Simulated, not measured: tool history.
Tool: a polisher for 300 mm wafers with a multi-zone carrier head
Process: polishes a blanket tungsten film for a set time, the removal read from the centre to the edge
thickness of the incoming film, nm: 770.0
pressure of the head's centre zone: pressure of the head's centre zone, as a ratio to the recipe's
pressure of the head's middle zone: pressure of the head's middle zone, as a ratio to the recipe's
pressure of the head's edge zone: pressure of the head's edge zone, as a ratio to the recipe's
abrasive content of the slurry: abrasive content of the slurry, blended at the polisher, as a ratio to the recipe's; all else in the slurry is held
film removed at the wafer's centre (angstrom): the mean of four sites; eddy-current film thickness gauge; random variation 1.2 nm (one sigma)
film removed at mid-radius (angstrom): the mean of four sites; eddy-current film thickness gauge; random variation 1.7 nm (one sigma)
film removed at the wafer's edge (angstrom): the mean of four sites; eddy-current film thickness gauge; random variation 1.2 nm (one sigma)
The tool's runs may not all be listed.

run	hour	flow of slurry (ml/min)	pressure of the head's centre zone	pressure of the head's middle zone	pressure of the head's edge zone	abrasive content of the slurry	polishing time (s)	film removed at the wafer's centre (angstrom)	film removed at mid-radius (angstrom)	film removed at the wafer's edge (angstrom)
1	0.0	155	1.00	1.00	1.00	1.00	39	1960.0	2009.9	2017.9
2	6.3	150	1.00	1.00	0.98	0.95	39	1945.3	1933.3	1957.8
3	14.7	145	0.99	1.01	0.96	0.90	39	1892.3	1965.2	1899.2
4	23.3	145	0.96	1.01	0.96	0.90	39	1835.4	1936.2	1908.1
5	25.3	140	0.96	1.01	0.95	0.85	39	1812.3	1888.2	1884.3
6	28.7	140	0.96	1.01	0.95	0.85	31	1427.0	1504.7	1489.1
7	33.3	145	0.97	1.01	0.95	0.85	31	1441.4	1539.3	1505.3
8	41.0	150	0.98	1.01	0.95	0.85	31	1474.0	1557.5	1492.4
9	48.1	155	0.99	1.01	0.95	0.85	31	1504.4	1549.5	1515.8
10	56.4	160	0.99	1.01	0.95	0.85	31	1527.0	1547.5	1520.8
11	62.6	165	0.99	1.01	0.95	0.85	31	1531.2	1571.2	1533.3
12	67.4	170	0.99	1.01	0.95	0.85	31	1550.5	1592.7	1526.0

The next listed run, before its measurement:
13	73.2	175	0.99	1.01	0.95	0.85	31	?	?	?

Run 13 gave film removed at the wafer's centre (angstrom) 1550.1, film removed at mid-radius (angstrom) 1581.1, film removed at the wafer's edge (angstrom) 1547.0.
